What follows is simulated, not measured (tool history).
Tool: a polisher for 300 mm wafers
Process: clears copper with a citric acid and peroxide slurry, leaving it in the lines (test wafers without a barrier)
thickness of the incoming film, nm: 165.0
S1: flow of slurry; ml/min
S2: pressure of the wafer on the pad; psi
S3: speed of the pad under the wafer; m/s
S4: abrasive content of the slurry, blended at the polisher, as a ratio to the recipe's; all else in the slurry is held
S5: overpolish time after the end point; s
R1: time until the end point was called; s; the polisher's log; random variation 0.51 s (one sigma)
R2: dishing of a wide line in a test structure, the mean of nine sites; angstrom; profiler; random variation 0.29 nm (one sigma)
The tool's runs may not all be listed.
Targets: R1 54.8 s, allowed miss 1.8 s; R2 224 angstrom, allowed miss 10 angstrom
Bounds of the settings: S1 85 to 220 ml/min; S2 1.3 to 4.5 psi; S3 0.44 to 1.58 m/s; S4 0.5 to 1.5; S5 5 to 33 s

{"run": 1, "hour": 0.0, "S1": 140, "S2": 2.9, "S3": 1, "S4": 1, "S5": 17, "R1": 70.165, "R2": 294.29}
{"run": 2, "hour": 7.6, "S1": 155, "S2": 3.1, "S3": 1, "S4": 1, "S5": 14, "R1": 65.103, "R2": 258.15}
{"run": 3, "hour": 10.9, "S1": 160, "S2": 3.3, "S3": 1, "S4": 1, "S5": 13, "R1": 58.899, "R2": 255.73}
{"run": 4, "hour": 14.7, "S1": 160, "S2": 3.3, "S3": 0.78, "S4": 1, "S5": 13, "R1": 76.005, "R2": 209.59}
{"run": 5, "hour": 16.9, "S1": 160, "S2": 3.3, "S3": 0.78, "S4": 1, "S5": 10, "R1": 76.761, "R2": 165.54}
{"run": 6, "hour": 22.8, "S1": 160, "S2": 2.8, "S3": 0.78, "S4": 1, "S5": 10, "R1": 88.583, "R2": 144.67}
{"run": 7, "hour": 24.4, "S1": 170, "S2": 3.2, "S3": 0.78, "S4": 1, "S5": 10, "R1": 78.09, "R2": 159.42}
{"run": 8, "hour": 29.7, "S1": 175, "S2": 3.5, "S3": 0.78, "S4": 1, "S5": 10, "R1": 70.288, "R2": 177.29}
{"run": 9, "hour": 37.6, "S1": 180, "S2": 3.7, "S3": 0.78, "S4": 1, "S5": 10, "R1": 68.499, "R2": 187.75}

4 next moves are on the table. One of them brings every result within its allowed miss. Which?
{"run": "A", "hour": 45.5, "S1": 175, "S2": 3.3, "S3": 1.18, "S4": 1.05, "S5": 9, "R1": "?", "R2": "?"}
{"run": "B", "hour": 45.5, "S1": 190, "S2": 3.7, "S3": 0.78, "S4": 1.3, "S5": 12, "R1": "?", "R2": "?"}
{"run": "C", "hour": 45.5, "S1": 210, "S2": 4.3, "S3": 0.86, "S4": 0.8, "S5": 10, "R1": "?", "R2": "?"}
{"run": "D", "hour": 45.5, "S1": 190, "S2": 4.5, "S3": 0.84, "S4": 1.1, "S5": 9, "R1": "?", "R2": "?"}

move=A R1=50.441 R2=226.94
move=B R1=63.134 R2=241.27
move=C R1=55.423 R2=230.51
move=D R1=50.657 R2=227.4
A: takes the result that was furthest off past its target
B: nearer than the last run, and not there yet
C: meets every target
D: takes the result that was furthest off past its target
The right move is C.

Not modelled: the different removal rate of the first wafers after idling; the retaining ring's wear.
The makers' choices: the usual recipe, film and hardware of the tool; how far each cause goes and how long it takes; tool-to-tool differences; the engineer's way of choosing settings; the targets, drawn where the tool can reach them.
